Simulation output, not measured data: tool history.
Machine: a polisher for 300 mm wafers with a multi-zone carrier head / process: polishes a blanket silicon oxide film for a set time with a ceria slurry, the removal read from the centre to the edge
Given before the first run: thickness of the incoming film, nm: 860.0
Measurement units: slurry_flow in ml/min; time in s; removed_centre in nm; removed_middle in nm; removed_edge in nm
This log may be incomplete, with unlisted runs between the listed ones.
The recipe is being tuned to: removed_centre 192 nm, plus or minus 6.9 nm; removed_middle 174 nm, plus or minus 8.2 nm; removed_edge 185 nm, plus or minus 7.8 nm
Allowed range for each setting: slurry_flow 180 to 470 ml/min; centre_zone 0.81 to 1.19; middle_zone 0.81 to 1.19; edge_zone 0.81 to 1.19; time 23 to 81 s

run  hour  slurry_flow  centre_zone  middle_zone  edge_zone  time  removed_centre  removed_middle  removed_edge
  1     0          300            1            1          1    52          278.62          262.43        269.82
  2   5.4          300            1            1          1    60          317.18           310.5        310.58
  3  11.4          300            1         1.03          1    60           325.3          312.52        308.86
  4  18.7          295            1         1.01       0.98    51          273.77          258.89        265.62
  5  25.1          245            1         1.01       0.98    51          267.01          254.12        259.58
  6  33.8          245            1         1.01       0.94    51          268.15             255        252.05
  7  42.4          240         0.99         0.98       0.92    46          238.24          222.01         222.5
  8  50.7          240         0.99         0.98       0.92    46          236.38          227.72        232.66
  9  58.2          235            1         0.97       0.91    42          216.32          204.37        208.74
     65.2  -- centre zone pressure recalibrated
 10  65.2          235            1         0.94       0.89    41          204.95          194.36        200.23

4 next moves are on the table. One of them brings every result within its allowed miss. Which?
  A  72.2          255         0.82          0.9       0.95    42               ?               ?             ?
  B  72.2          220         0.84         0.93       0.93    41               ?               ?             ?
  C  72.2          285         0.89         0.89       0.91    42               ?               ?             ?
  D  72.2          330         0.98         0.87       0.84    38               ?               ?             ?

move  removed_centre  removed_middle  removed_edge
   A          182.01          190.79        211.33
   B          177.25          188.06        201.49
   C          195.35          191.22        209.02
   D          192.37          172.09        184.36
A: its largest miss is bigger than the last run's
B: closes in on the targets versus the last run, not all within tolerance yet
C: its largest miss is bigger than the last run's
D: every result within its allowed miss
The move that meets every target is D.
